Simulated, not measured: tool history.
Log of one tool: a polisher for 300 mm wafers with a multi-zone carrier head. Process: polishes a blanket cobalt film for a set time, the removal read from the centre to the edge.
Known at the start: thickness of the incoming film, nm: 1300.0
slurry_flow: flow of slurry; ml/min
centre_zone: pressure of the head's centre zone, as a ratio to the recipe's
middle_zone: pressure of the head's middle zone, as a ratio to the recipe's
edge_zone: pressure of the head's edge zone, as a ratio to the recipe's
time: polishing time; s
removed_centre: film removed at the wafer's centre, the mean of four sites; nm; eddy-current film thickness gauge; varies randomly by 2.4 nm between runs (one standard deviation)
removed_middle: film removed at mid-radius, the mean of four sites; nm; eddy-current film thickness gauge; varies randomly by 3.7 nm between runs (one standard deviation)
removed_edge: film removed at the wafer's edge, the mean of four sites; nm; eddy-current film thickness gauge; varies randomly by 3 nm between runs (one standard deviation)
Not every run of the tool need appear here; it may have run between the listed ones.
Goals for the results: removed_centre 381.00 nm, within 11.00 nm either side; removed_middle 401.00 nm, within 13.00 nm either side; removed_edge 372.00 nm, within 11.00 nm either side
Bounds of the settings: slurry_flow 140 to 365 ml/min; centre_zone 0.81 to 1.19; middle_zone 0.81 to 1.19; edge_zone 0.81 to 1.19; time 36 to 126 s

run,hour,slurry_flow,centre_zone,middle_zone,edge_zone,time,removed_centre,removed_middle,removed_edge
1,0.0,235,1.00,1.00,1.00,81,428.41,450.03,440.11
2,0.9,235,1.00,1.00,1.00,101,524.30,549.89,547.32
3,8.5,235,1.00,1.08,1.00,101,519.92,591.39,546.94
4,9.2,235,0.99,1.05,0.97,94,486.88,538.04,501.13
5,13.4,230,0.98,1.03,0.94,88,445.94,490.70,456.83
6,19.7,185,0.98,1.03,0.94,88,432.63,475.03,451.05
7,22.7,190,0.98,1.02,0.92,85,419.80,455.52,438.64
8,31.6,200,0.98,1.02,0.90,82,407.11,445.92,412.63
9,33.0,200,0.98,1.01,0.88,81,404.89,436.34,402.51
10,35.6,200,0.98,1.01,0.88,81,399.91,437.21,407.96
11,37.4,200,0.99,1.00,0.87,80,398.87,431.09,396.31
12,46.4,195,0.99,0.99,0.86,79,392.11,415.97,388.09
13,53.9,190,0.99,0.99,0.85,79,394.82,415.70,381.04
14,56.6,185,0.99,0.99,0.85,79,389.55,414.90,379.71
15,65.5,180,0.99,0.99,0.85,79,386.68,414.28,380.99

Consider the 5 candidate settings below. Which is the only one whose results all fall within their allowed miss of target?
A,74.4,170,1.01,0.90,0.92,82,?,?,?
B,74.4,140,1.03,0.93,0.87,84,?,?,?
C,74.4,165,1.03,1.00,0.85,81,?,?,?
D,74.4,215,0.99,1.06,0.81,77,?,?,?
E,74.4,250,0.95,0.94,0.81,76,?,?,?

move,removed_centre,removed_middle,removed_edge
A,406.06,391.42,405.95
B,405.08,395.47,393.37
C,406.76,419.88,384.69
D,390.83,438.66,369.73
E,378.14,399.27,371.13
A: the worst result of the last run now meets its target, but another is out of spec
B: the worst result of the last run now meets its target, but another is out of spec
C: the biggest miss grows against the last run
D: the biggest miss grows against the last run
E: in spec on every target
E is the move that brings every result within its allowed miss.

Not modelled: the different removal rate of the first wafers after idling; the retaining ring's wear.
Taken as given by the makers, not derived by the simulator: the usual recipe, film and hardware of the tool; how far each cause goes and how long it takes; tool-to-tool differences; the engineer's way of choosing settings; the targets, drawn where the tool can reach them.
